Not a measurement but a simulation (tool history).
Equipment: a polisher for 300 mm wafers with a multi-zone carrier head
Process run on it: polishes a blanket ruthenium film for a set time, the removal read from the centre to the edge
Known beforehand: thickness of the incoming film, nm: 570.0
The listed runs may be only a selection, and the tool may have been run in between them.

run,day,flow of slurry (ml/min),pressure of the head's centre zone,pressure of the head's middle zone,pressure of the head's edge zone,polishing time (s),film removed at the wafer's centre (angstrom),film removed at mid-radius (angstrom),film removed at the wafer's edge (angstrom)
1,0,240,1,1,1,38,582.8,584.55,578.2
2,0.225,250,1.02,1.01,0.95,34,533.82,533.59,513.15
3,0.583,250,1.02,0.93,0.95,34,525.12,506.52,524.03
4,0.912,250,1.02,1.01,0.95,34,535.28,536.91,505.38
5,1.217,190,1.02,1.01,0.95,34,513.06,512.87,488.55
6,1.258,180,1.04,1.02,0.92,32,481,476.64,460.51

Predict the results of run 7:
7,1.45,180,1.07,1.06,0.89,31,?,?,?

film removed at the wafer's centre (angstrom): 481.56
film removed at mid-radius (angstrom): 479.72
film removed at the wafer's edge (angstrom): 429.39
